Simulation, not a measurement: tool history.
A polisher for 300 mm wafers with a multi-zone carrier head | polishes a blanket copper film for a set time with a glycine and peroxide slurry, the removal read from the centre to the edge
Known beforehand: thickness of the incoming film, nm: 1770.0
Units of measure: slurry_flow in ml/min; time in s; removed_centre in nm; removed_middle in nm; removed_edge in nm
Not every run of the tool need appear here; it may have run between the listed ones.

| run | day | slurry_flow | centre_zone | middle_zone | edge_zone | time | removed_centre | removed_middle | removed_edge |
|---|---|---|---|---|---|---|---|---|---|
| 1 | 0 | 160 | 1 | 1 | 1 | 85 | 289.41 | 259.02 | 262.91 |
| 2 | 0.088 | 170 | 0.99 | 1.02 | 1 | 85 | 291.52 | 266.12 | 263.76 |
| 3 | 0.429 | 170 | 0.99 | 0.97 | 1 | 85 | 289.18 | 258.19 | 266.01 |
| 4 | 0.562 | 180 | 0.98 | 0.99 | 1 | 85 | 285.05 | 265.26 | 267.25 |
| 5 | 0.779 | 180 | 0.98 | 0.99 | 1 | 68 | 230.18 | 211.82 | 212.26 |
| 6 | 1.1 | 180 | 0.98 | 0.99 | 1.06 | 68 | 231.15 | 211.59 | 219.53 |
| 7 | 1.188 | 180 | 0.98 | 0.99 | 1.06 | 68 | 232.8 | 211.9 | 219.16 |

For run 8, what comes out?
| 8 | 1.217 | 190 | 0.98 | 1.02 | 1.07 | 70 | ? | ? | ? |

removed_centre: 246.8 nm
removed_middle: 222 nm
removed_edge: 227.78 nm
